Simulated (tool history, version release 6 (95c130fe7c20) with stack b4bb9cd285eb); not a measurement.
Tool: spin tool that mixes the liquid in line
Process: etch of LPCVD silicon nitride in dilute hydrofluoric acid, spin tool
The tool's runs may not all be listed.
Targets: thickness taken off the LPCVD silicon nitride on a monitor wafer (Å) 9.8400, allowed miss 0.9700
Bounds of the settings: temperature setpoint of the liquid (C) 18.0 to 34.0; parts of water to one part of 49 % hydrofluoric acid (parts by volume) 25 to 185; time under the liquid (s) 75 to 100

run	hour	temperature setpoint of the liquid (C)	parts of water to one part of 49 % hydrofluoric acid (parts by volume)	time under the liquid (s)	thickness taken off the LPCVD silicon nitride on a monitor wafer (Å)
1	0.0	26.0	105	100	6.1183
2	6.0	26.5	105	100	6.0473
3	7.6	27.0	100	100	6.6395
4	14.0	27.5	100	100	6.6953
5	19.8	28.0	95	100	7.7816
6	28.6	28.0	95	75	5.6779
7	34.2	28.5	90	75	6.3151
8	37.9	29.0	85	75	6.6106
9	44.8	32.5	55	85	15.0460
10	51.7	32.0	55	85	13.9880
11	52.3	31.5	55	85	13.4790
12	61.3	31.0	55	85	12.5920

Which of these 5 next moves meets every target?
A	70.3	30.5	60	85	?
B	70.3	31.0	80	75	?
C	70.3	30.0	40	75	?
D	70.3	29.5	45	75	?
E	70.3	27.0	55	80	?

move	thickness taken off the LPCVD silicon nitride on a monitor wafer (Å)
A	12.0340
B	8.2222
C	15.3550
D	13.2380
E	9.8396
A: nearer than the last run, and not there yet
B: takes the result that was furthest off past its target
C: further off than the last run
D: further off than the last run
E: meets every target
The right move is E.
